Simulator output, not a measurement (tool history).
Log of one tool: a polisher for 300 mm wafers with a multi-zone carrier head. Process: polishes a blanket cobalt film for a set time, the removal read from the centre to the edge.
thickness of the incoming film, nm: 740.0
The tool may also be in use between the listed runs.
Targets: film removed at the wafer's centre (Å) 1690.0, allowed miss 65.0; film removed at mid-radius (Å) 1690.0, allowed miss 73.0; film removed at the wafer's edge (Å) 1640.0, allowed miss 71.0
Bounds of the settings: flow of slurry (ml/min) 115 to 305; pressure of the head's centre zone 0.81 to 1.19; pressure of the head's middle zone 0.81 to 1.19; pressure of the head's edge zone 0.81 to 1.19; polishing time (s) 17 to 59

run	day	flow of slurry (ml/min)	pressure of the head's centre zone	pressure of the head's middle zone	pressure of the head's edge zone	polishing time (s)	film removed at the wafer's centre (Å)	film removed at mid-radius (Å)	film removed at the wafer's edge (Å)
1	0.000	195	1.00	1.00	1.00	38	1268.8	1200.7	1234.3
2	0.171	200	1.01	1.03	1.02	40	1363.7	1316.0	1319.3
3	0.250	200	0.92	1.03	1.02	40	1266.8	1287.0	1330.0
4	0.283	200	0.92	1.03	1.02	34	1066.1	1099.0	1122.5
5	0.550	200	0.92	0.98	1.02	34	1056.1	1084.9	1135.8
6	0.579	210	0.93	1.01	1.03	37	1169.7	1189.6	1234.2
7	0.717	215	0.95	1.04	1.04	39	1277.6	1315.1	1305.5
8	1.062	215	0.97	1.04	1.06	41	1360.8	1360.4	1381.5
9	1.158	215	0.97	1.04	1.06	41	1381.4	1344.3	1418.9
10	1.433	225	0.98	1.07	1.07	42	1434.3	1445.1	1439.5
11	1.746	225	0.98	1.07	1.07	42	1410.9	1421.0	1428.9
12	1.821	230	0.99	1.08	1.08	43	1471.6	1494.8	1457.7
13	1.875	230	1.00	1.08	1.09	44	1506.1	1522.1	1500.8
14	2.238	235	1.01	1.08	1.09	45	1614.5	1528.1	1561.7
15	2.562	235	1.01	1.08	1.09	45	1580.4	1559.6	1545.8
16	2.925	235	1.01	1.09	1.10	45	1579.9	1538.0	1560.7
17	3.238	240	1.01	1.10	1.10	45	1571.7	1556.0	1531.1
18	3.588	240	1.01	1.11	1.10	46	1637.7	1648.3	1590.3

5 next moves are on the table. One of them brings every result within its allowed miss. Which?
A	3.938	280	1.03	1.17	1.14	46	?	?	?
B	3.938	240	0.96	1.11	1.16	46	?	?	?
C	3.938	245	1.09	1.03	1.07	47	?	?	?
D	3.938	225	1.05	1.05	1.06	46	?	?	?
E	3.938	200	0.98	1.01	1.15	48	?	?	?

move	film removed at the wafer's centre (Å)	film removed at mid-radius (Å)	film removed at the wafer's edge (Å)
A	1675.7	1712.4	1664.3
B	1537.1	1619.0	1657.2
C	1773.2	1571.8	1629.7
D	1655.0	1542.2	1573.8
E	1587.4	1539.1	1690.0
A: meets every target
B: further off than the last run
C: takes the result that was furthest off past its target
D: brings the result that was furthest off to its target, and leaves another outside
E: further off than the last run
Answer: A
